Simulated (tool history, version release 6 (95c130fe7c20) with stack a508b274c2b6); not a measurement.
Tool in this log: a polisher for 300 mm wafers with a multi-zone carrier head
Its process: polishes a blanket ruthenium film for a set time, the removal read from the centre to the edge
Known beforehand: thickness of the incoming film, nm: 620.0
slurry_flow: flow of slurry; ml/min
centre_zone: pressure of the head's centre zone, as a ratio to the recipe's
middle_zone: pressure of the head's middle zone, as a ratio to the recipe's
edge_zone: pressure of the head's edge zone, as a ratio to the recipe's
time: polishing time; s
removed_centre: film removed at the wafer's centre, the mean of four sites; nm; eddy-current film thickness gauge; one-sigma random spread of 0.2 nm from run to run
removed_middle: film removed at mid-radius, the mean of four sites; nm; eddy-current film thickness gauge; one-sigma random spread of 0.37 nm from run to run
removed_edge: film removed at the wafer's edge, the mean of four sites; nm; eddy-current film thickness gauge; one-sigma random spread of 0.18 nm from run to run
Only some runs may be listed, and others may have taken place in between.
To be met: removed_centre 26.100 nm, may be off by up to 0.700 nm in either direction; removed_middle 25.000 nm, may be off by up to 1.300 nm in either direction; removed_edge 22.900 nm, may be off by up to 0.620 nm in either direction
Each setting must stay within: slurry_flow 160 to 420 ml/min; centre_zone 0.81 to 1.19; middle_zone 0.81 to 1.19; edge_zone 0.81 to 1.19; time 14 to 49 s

Run 1, day 0.000: slurry_flow 270 ml/min, centre_zone 1.00, middle_zone 1.00, edge_zone 1.00, time 31 s. Result: removed_centre 47.172 nm, removed_middle 46.412 nm, removed_edge 45.105 nm.
Run 2, day 0.142: slurry_flow 255 ml/min, centre_zone 1.00, middle_zone 0.99, edge_zone 0.97, time 28 s. Result: removed_centre 43.054 nm, removed_middle 41.463 nm, removed_edge 39.568 nm.
Run 3, day 0.400: slurry_flow 250 ml/min, centre_zone 0.98, middle_zone 0.98, edge_zone 0.95, time 26 s. Result: removed_centre 39.437 nm, removed_middle 37.634 nm, removed_edge 36.349 nm.
Run 4, day 0.588: slurry_flow 245 ml/min, centre_zone 0.97, middle_zone 0.98, edge_zone 0.93, time 24 s. Result: removed_centre 35.125 nm, removed_middle 35.015 nm, removed_edge 33.725 nm.
Run 5, day 0.846: slurry_flow 245 ml/min, centre_zone 0.97, middle_zone 0.98, edge_zone 0.93, time 21 s. Result: removed_centre 30.885 nm, removed_middle 30.173 nm, removed_edge 29.558 nm.
Run 6, day 1.117: slurry_flow 245 ml/min, centre_zone 0.98, middle_zone 0.98, edge_zone 0.91, time 20 s. Result: removed_centre 29.644 nm, removed_middle 29.065 nm, removed_edge 27.578 nm.
Run 7, day 1.400: slurry_flow 245 ml/min, centre_zone 0.98, middle_zone 0.98, edge_zone 0.89, time 20 s. Result: removed_centre 29.598 nm, removed_middle 29.617 nm, removed_edge 27.356 nm.
Run 8, day 1.438: slurry_flow 245 ml/min, centre_zone 0.98, middle_zone 0.97, edge_zone 0.88, time 19 s. Result: removed_centre 28.070 nm, removed_middle 27.232 nm, removed_edge 25.743 nm.
Run 9, day 1.721: slurry_flow 230 ml/min, centre_zone 0.99, middle_zone 0.98, edge_zone 0.81, time 17 s. Result: removed_centre 25.073 nm, removed_middle 25.173 nm, removed_edge 22.815 nm.
Run 10, day 1.908: slurry_flow 235 ml/min, centre_zone 0.99, middle_zone 0.98, edge_zone 0.81, time 17 s. Result: removed_centre 25.443 nm, removed_middle 24.371 nm, removed_edge 22.415 nm.

Exactly one of the 4 candidate moves below puts every result within its allowed miss. Which one?
Run A, day 2.096: slurry_flow 240 ml/min, centre_zone 0.96, middle_zone 1.00, edge_zone 0.82, time 17 s. Result: removed_centre ?, removed_middle ?, removed_edge ?.
Run B, day 2.096: slurry_flow 310 ml/min, centre_zone 1.05, middle_zone 1.04, edge_zone 0.81, time 16 s. Result: removed_centre ?, removed_middle ?, removed_edge ?.
Run C, day 2.096: slurry_flow 310 ml/min, centre_zone 1.05, middle_zone 1.06, edge_zone 0.81, time 16 s. Result: removed_centre ?, removed_middle ?, removed_edge ?.
Run D, day 2.096: slurry_flow 295 ml/min, centre_zone 0.99, middle_zone 0.97, edge_zone 0.81, time 17 s. Result: removed_centre ?, removed_middle ?, removed_edge ?.

move  removed_centre  removed_middle  removed_edge
   A          24.706          25.400        22.486
   B          26.319          25.456        21.561
   C          26.322          25.872        21.555
   D          26.192          25.378        22.840
A: moves away from the targets compared with the last run
B: the furthest-off result lands on target, but another misses its tolerance
C: the furthest-off result lands on target, but another misses its tolerance
D: each result inside its tolerance
The move that meets every target is D.
